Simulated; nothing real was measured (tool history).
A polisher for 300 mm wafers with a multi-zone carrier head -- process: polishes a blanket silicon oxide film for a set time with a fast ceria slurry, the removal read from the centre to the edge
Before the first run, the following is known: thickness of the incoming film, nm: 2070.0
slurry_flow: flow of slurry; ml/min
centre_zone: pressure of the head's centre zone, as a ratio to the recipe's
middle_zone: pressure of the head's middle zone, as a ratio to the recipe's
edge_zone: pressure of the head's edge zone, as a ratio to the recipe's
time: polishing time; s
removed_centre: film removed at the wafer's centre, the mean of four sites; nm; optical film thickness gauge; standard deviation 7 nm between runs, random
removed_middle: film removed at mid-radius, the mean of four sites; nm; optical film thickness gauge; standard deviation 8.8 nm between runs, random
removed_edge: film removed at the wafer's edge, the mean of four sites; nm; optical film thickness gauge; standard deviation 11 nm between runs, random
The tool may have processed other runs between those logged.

run,day,slurry_flow,centre_zone,middle_zone,edge_zone,time,removed_centre,removed_middle,removed_edge
1,0.000,210,1.00,1.00,1.00,61,587.05,624.44,610.59
2,0.088,210,1.00,1.00,1.00,72,703.61,735.93,733.72
3,0.217,220,1.00,1.02,1.01,72,721.01,745.57,741.60
4,0.488,220,1.06,1.02,1.01,72,752.31,743.64,713.16
5,0.558,225,1.04,1.04,1.01,72,739.69,754.72,757.60
6,0.667,225,1.04,1.04,1.01,63,646.45,661.71,646.55
7,0.975,230,1.03,1.07,0.99,65,654.86,703.00,661.12

Estimate the outcome of run 8 from the log above:
8,1.262,230,1.03,1.07,0.99,65,?,?,?

removed_centre: 664.74 nm
removed_middle: 708.89 nm
removed_edge: 646.50 nm

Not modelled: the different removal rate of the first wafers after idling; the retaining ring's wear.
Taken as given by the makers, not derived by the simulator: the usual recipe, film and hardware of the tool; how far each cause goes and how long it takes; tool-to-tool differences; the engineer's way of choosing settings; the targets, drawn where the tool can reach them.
